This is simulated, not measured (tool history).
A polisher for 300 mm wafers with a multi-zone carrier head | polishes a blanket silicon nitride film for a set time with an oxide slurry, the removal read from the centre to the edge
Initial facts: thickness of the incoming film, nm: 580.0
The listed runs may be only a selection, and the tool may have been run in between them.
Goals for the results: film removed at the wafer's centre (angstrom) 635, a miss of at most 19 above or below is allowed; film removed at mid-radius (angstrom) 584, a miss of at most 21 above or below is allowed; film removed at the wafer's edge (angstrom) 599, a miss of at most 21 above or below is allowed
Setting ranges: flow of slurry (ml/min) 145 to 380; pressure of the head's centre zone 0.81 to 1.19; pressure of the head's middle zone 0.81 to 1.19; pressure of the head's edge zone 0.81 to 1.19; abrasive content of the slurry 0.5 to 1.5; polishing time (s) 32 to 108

| run | hour | flow of slurry (ml/min) | pressure of the head's centre zone | pressure of the head's middle zone | pressure of the head's edge zone | abrasive content of the slurry | polishing time (s) | film removed at the wafer's centre (angstrom) | film removed at mid-radius (angstrom) | film removed at the wafer's edge (angstrom) |
|---|---|---|---|---|---|---|---|---|---|---|
| 1 | 0 | 245 | 1 | 1 | 1 | 1 | 70 | 846.41 | 837.63 | 810.42 |
| 2 | 4.5 | 245 | 0.97 | 1 | 1 | 1 | 70 | 826.21 | 828.28 | 804.52 |
| 3 | 7.8 | 245 | 0.96 | 0.97 | 0.97 | 0.9 | 70 | 775.33 | 775.33 | 753.44 |
| 4 | 10.4 | 245 | 1.02 | 0.97 | 0.97 | 0.9 | 70 | 806.28 | 760.91 | 745.34 |
| 5 | 17.8 | 245 | 0.97 | 0.97 | 0.97 | 0.9 | 70 | 770.68 | 761.77 | 744.35 |
| 6 | 23.4 | 245 | 0.97 | 0.97 | 0.92 | 0.9 | 70 | 775.94 | 774.46 | 738.58 |
| 7 | 28.7 | 240 | 0.97 | 0.95 | 0.91 | 0.85 | 70 | 759.41 | 735.87 | 705.15 |
| 8 | 37 | 235 | 0.96 | 0.93 | 0.9 | 0.8 | 70 | 728.45 | 702.96 | 696.12 |
| 9 | 40.4 | 235 | 0.96 | 0.92 | 0.89 | 0.75 | 70 | 693.7 | 670.95 | 644.28 |
| 10 | 49.2 | 230 | 0.95 | 0.9 | 0.88 | 0.75 | 70 | 693.21 | 658.02 | 655.21 |
| 11 | 57.6 | 225 | 0.95 | 0.89 | 0.87 | 0.75 | 70 | 689.91 | 641.65 | 646.68 |
| 12 | 62.6 | 220 | 0.94 | 0.88 | 0.86 | 0.75 | 70 | 675.05 | 638.42 | 638.56 |
| 13 | 71.5 | 215 | 0.94 | 0.87 | 0.85 | 0.75 | 70 | 679.17 | 637.46 | 643.81 |
| 14 | 80.4 | 215 | 0.94 | 0.87 | 0.85 | 0.75 | 70 | 672.14 | 635.66 | 635.83 |
| 15 | 85.2 | 190 | 0.93 | 0.82 | 0.81 | 0.65 | 70 | 594.79 | 554.46 | 567.38 |
| 16 | 86.6 | 200 | 0.93 | 0.82 | 0.82 | 0.65 | 70 | 594.34 | 551.53 | 581.88 |
| 17 | 89.2 | 210 | 0.93 | 0.83 | 0.82 | 0.65 | 70 | 607.84 | 553.13 | 577.48 |
| 18 | 98.1 | 215 | 0.93 | 0.84 | 0.83 | 0.65 | 70 | 615.21 | 565.92 | 585.59 |

Exactly one of the 5 candidate moves below puts every result within its allowed miss. Which one?
| A | 107 | 270 | 0.99 | 0.83 | 0.85 | 0.6 | 75 | ? | ? | ? |
| B | 107 | 220 | 0.88 | 0.88 | 0.93 | 0.65 | 68 | ? | ? | ? |
| C | 107 | 355 | 0.92 | 0.84 | 0.83 | 0.65 | 70 | ? | ? | ? |
| D | 107 | 270 | 0.98 | 0.81 | 0.86 | 0.55 | 74 | ? | ? | ? |
| E | 107 | 225 | 0.97 | 0.81 | 0.9 | 0.75 | 62 | ? | ? | ? |

| move | film removed at the wafer's centre (angstrom) | film removed at mid-radius (angstrom) | film removed at the wafer's edge (angstrom) |
|---|---|---|---|
| A | 679.01 | 580.71 | 610.12 |
| B | 563.61 | 570.83 | 597.62 |
| C | 634.68 | 588.97 | 602.86 |
| D | 625.63 | 530 | 571.16 |
| E | 618.77 | 530.63 | 586.18 |
A: pushes the last run's worst result past its target
B: the biggest miss grows against the last run
C: all results in spec
D: meets the target for the result that was furthest off, but another lies outside its allowed miss
E: meets the target for the result that was furthest off, but another lies outside its allowed miss
Correct choice: C, which meets every target
